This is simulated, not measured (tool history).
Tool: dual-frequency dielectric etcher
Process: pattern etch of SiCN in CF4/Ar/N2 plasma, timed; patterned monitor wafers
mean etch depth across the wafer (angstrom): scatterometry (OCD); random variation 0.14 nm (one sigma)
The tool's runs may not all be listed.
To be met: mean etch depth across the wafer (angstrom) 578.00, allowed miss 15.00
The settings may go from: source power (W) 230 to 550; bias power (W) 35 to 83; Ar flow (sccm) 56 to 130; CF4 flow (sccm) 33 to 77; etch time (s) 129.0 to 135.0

| run | hour | source power (W) | bias power (W) | Ar flow (sccm) | CF4 flow (sccm) | etch time (s) | mean etch depth across the wafer (angstrom) |
|---|---|---|---|---|---|---|---|
| 1 | 0.0 | 390 | 59 | 93 | 55 | 129.0 | 839.70 |
| 2 | 1.3 | 390 | 64 | 93 | 55 | 129.0 | 866.73 |
| 3 | 10.0 | 340 | 62 | 94 | 54 | 129.0 | 737.64 |
| 4 | 13.8 | 340 | 62 | 94 | 46 | 129.0 | 712.11 |
| 5 | 15.3 | 340 | 62 | 94 | 43 | 129.0 | 704.63 |
| 6 | 18.6 | 390 | 62 | 94 | 43 | 129.0 | 813.14 |
| 7 | 19.8 | 350 | 61 | 94 | 43 | 129.0 | 721.67 |
| 8 | 28.6 | 330 | 61 | 94 | 43 | 129.0 | 678.36 |
| 9 | 30.0 | 310 | 61 | 94 | 43 | 129.0 | 634.29 |
| 10 | 31.6 | 310 | 61 | 94 | 43 | 129.0 | 633.54 |
| 11 | 37.4 | 300 | 61 | 94 | 43 | 129.0 | 613.32 |

4 next moves are on the table. One of them brings every result within its allowed miss. Which?
| A | 43.2 | 310 | 59 | 83 | 41 | 134.0 | ? |
| B | 43.2 | 310 | 58 | 59 | 48 | 135.0 | ? |
| C | 43.2 | 280 | 65 | 96 | 39 | 131.5 | ? |
| D | 43.2 | 340 | 55 | 98 | 35 | 129.0 | ? |

| move | mean etch depth across the wafer (angstrom) |
|---|---|
| A | 650.51 |
| B | 690.70 |
| C | 580.71 |
| D | 638.90 |
A: further off than the last run
B: further off than the last run
C: meets every target
D: further off than the last run
Answer: C
